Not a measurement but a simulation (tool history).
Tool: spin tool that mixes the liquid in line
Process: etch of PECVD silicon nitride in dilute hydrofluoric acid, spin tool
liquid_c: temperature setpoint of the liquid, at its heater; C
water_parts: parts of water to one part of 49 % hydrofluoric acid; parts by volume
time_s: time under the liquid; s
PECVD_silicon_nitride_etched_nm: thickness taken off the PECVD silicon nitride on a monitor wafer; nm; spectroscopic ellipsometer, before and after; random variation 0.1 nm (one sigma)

run,hour,liquid_c,water_parts,time_s,PECVD_silicon_nitride_etched_nm
1,0.0,22.0,115,265,3.4518
2,4.4,22.0,115,285,3.7683
3,7.8,22.0,140,285,3.0553
4,9.3,23.0,135,285,3.4687
5,12.6,24.0,130,285,3.6866
6,16.7,24.0,130,285,3.7755

Forecast run 7:
7,22.9,24.5,125,285,?

PECVD_silicon_nitride_etched_nm: 3.9696 nm
